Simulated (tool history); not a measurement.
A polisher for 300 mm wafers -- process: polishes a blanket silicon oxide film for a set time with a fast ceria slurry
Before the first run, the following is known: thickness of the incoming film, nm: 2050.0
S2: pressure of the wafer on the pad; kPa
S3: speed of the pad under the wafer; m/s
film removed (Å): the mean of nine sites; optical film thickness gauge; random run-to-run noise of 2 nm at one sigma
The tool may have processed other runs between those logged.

Run 1, hour 0: flow of slurry (ml/min) 170, S2 17.9 kPa, S3 1 m/s, polishing time (s) 37. Result: film removed (Å) 4576.9.
Run 2, hour 5.7: flow of slurry (ml/min) 170, S2 16.5 kPa, S3 0.94 m/s, polishing time (s) 37. Result: film removed (Å) 4049.4.
Run 3, hour 6.4: flow of slurry (ml/min) 170, S2 16.5 kPa, S3 0.94 m/s, polishing time (s) 37. Result: film removed (Å) 4069.7.
Run 4, hour 8.8: flow of slurry (ml/min) 170, S2 15.2 kPa, S3 0.88 m/s, polishing time (s) 37. Result: film removed (Å) 3543.5.
Run 5, hour 14: flow of slurry (ml/min) 170, S2 15.2 kPa, S3 0.88 m/s, polishing time (s) 33. Result: film removed (Å) 3192.6.
Run 6, hour 23: flow of slurry (ml/min) 170, S2 17.2 kPa, S3 0.88 m/s, polishing time (s) 33. Result: film removed (Å) 3574.5.

What will run 7 give?
Run 7, hour 24.6: flow of slurry (ml/min) 170, S2 15.9 kPa, S3 0.84 m/s, polishing time (s) 33. Result: film removed (Å) ?.

{"run 7": {"film removed (Å)": 3183.5}}

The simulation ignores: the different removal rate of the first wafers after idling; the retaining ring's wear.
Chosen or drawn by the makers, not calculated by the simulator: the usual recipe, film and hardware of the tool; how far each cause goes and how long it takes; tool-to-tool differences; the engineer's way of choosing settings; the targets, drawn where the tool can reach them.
